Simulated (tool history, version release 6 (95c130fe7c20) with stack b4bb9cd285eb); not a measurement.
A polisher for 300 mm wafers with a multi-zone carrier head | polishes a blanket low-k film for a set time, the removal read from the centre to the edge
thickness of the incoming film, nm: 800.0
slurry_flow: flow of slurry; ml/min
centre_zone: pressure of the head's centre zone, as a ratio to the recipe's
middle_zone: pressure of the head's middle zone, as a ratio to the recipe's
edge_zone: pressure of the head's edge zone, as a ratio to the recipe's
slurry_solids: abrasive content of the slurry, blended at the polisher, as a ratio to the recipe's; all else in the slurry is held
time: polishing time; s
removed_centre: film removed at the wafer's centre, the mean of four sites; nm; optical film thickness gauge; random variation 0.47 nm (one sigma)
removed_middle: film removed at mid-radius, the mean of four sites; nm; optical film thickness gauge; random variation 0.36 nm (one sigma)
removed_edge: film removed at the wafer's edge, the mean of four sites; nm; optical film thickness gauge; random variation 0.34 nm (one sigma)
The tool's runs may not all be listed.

| run | hour | slurry_flow | centre_zone | middle_zone | edge_zone | slurry_solids | time | removed_centre | removed_middle | removed_edge |
|---|---|---|---|---|---|---|---|---|---|---|
| 1 | 0.0 | 285 | 1.00 | 1.00 | 1.00 | 1.00 | 51 | 35.309 | 33.706 | 35.233 |
| 2 | 6.7 | 285 | 1.00 | 1.00 | 1.00 | 1.15 | 51 | 36.775 | 35.724 | 37.320 |
| 3 | 11.1 | 285 | 1.00 | 1.08 | 1.00 | 1.15 | 51 | 37.292 | 37.889 | 37.526 |
| 4 | 11.7 | 295 | 1.03 | 1.08 | 1.04 | 1.20 | 51 | 38.626 | 38.867 | 38.346 |
| 5 | 13.9 | 295 | 1.03 | 1.02 | 1.04 | 1.20 | 51 | 38.496 | 37.083 | 37.992 |
| 6 | 19.3 | 290 | 1.04 | 1.00 | 1.05 | 1.30 | 51 | 40.203 | 36.857 | 39.720 |
| 7 | 21.2 | 290 | 1.04 | 1.00 | 1.05 | 1.30 | 51 | 40.072 | 37.836 | 39.636 |
| 8 | 27.2 | 290 | 1.05 | 1.00 | 1.06 | 1.35 | 51 | 41.775 | 37.747 | 40.363 |
| 9 | 30.5 | 290 | 1.05 | 1.00 | 1.06 | 1.35 | 51 | 41.297 | 37.224 | 40.040 |
| 10 | 39.2 | 300 | 1.05 | 1.01 | 1.07 | 1.40 | 51 | 42.428 | 38.381 | 41.319 |

Run 11 comes next. What will it give?
| 11 | 42.7 | 305 | 1.05 | 1.02 | 1.08 | 1.40 | 51 | ? | ? | ? |

removed_centre: 42.389 nm
removed_middle: 39.472 nm
removed_edge: 41.119 nm
